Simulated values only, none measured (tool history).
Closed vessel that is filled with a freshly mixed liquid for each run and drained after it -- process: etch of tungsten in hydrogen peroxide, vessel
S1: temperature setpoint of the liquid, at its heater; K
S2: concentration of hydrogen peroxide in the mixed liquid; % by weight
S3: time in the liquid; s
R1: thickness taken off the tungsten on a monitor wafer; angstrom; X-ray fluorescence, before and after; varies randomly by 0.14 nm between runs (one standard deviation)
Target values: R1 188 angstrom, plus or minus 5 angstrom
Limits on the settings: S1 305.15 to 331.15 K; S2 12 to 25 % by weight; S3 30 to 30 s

run	hour	S1	S2	S3	R1
1	0	315.15	17	30	367.08
2	1.7	315.15	17	30	365.88
3	10.4	315.15	17	30	369.79
4	18.2	321.65	17	30	552.81
5	26.7	321.65	17	30	553.51
6	33.1	328.65	17	30	837.42
7	37	323.15	16.5	30	596.96
8	39.5	323.15	16.5	30	608.64
9	45.4	315.15	15.5	30	353.5
10	51.7	312.65	15.5	30	296.69
11	58	311.15	15.5	30	269.35
12	67	309.65	15.5	30	247.75
13	75.9	308.65	15.5	30	230.06
14	82.4	305.15	15.5	30	182.22

Consider the 5 candidate settings below. Which is the only one whose results all fall within their allowed miss of target?
A	88.9	305.15	19	30	?
B	88.9	305.15	19.5	30	?
C	88.9	307.65	12	30	?
D	88.9	305.15	14.5	30	?
E	88.9	305.65	17	30	?

move	R1
A	198.01
B	200.6
C	186.52
D	172.98
E	193.82
A: pushes the last run's worst result past its target
B: pushes the last run's worst result past its target
C: all results land within tolerance of their targets
D: further off than the last run
E: pushes the last run's worst result past its target
Go with C: it meets all targets.
